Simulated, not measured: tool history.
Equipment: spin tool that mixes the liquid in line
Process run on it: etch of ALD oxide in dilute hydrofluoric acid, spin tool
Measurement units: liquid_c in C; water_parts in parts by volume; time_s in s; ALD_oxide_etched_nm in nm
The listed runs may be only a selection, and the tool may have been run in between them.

Run 1, hour 0: liquid_c 24 C, water_parts 150 parts by volume, time_s 275 s. Result: ALD_oxide_etched_nm 18.064 nm.
Run 2, hour 5.6: liquid_c 26.5 C, water_parts 150 parts by volume, time_s 275 s. Result: ALD_oxide_etched_nm 20.109 nm.
Run 3, hour 7.2: liquid_c 27.5 C, water_parts 150 parts by volume, time_s 275 s. Result: ALD_oxide_etched_nm 20.659 nm.
Run 4, hour 11: liquid_c 28.5 C, water_parts 150 parts by volume, time_s 275 s. Result: ALD_oxide_etched_nm 21.381 nm.
Run 5, hour 17: liquid_c 28.5 C, water_parts 100 parts by volume, time_s 275 s. Result: ALD_oxide_etched_nm 34.396 nm.
Run 6, hour 23.7: liquid_c 27 C, water_parts 100 parts by volume, time_s 275 s. Result: ALD_oxide_etched_nm 32.396 nm.
Run 7, hour 31.4: liquid_c 26 C, water_parts 100 parts by volume, time_s 275 s. Result: ALD_oxide_etched_nm 31.003 nm.

Predict the results of run 8:
Run 8, hour 36.5: liquid_c 25 C, water_parts 100 parts by volume, time_s 275 s. Result: ALD_oxide_etched_nm ?.

Run 8 yielded ALD_oxide_etched_nm 29.802 nm.
